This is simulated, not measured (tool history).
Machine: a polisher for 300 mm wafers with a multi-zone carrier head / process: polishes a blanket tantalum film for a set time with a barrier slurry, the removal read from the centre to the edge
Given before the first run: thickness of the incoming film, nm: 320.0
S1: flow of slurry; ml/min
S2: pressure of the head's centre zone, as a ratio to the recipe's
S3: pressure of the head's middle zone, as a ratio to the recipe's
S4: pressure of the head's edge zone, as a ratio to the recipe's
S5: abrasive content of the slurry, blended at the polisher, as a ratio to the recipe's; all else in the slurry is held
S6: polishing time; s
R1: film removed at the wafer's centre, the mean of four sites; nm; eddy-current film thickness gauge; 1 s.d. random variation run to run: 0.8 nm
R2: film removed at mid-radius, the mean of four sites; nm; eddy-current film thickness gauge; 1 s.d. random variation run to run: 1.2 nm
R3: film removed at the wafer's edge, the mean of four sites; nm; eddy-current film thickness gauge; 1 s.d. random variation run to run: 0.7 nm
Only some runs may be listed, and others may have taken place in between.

run  hour   S1  S2    S3    S4    S5  S6      R1      R2      R3
  1     0  235   1     1     1     1  72  74.575  73.299  74.095
  2   8.5  280   1     1     1     1  72  75.548  76.149  74.683
  3  16.3  280   1     1     1  1.15  72   76.71  76.875  75.735
  4  23.2  280   1     1  0.96  1.15  72  77.347  76.685  74.714
  5  31.7  280   1     1  0.96  1.15  85  91.677  93.029   88.43
  6  36.4  280   1  1.01  0.95  1.15  85  92.003  93.399  88.391
  7  41.8  280   1  1.02  0.94  1.15  85   90.33  90.915  89.337

What will run 8 give?
  8  43.5  295  0.99  0.99  0.96  1.15  84   ?   ?   ?

Run 8 produced R1 90.81 nm, R2 89.369 nm, R3 87.936 nm.

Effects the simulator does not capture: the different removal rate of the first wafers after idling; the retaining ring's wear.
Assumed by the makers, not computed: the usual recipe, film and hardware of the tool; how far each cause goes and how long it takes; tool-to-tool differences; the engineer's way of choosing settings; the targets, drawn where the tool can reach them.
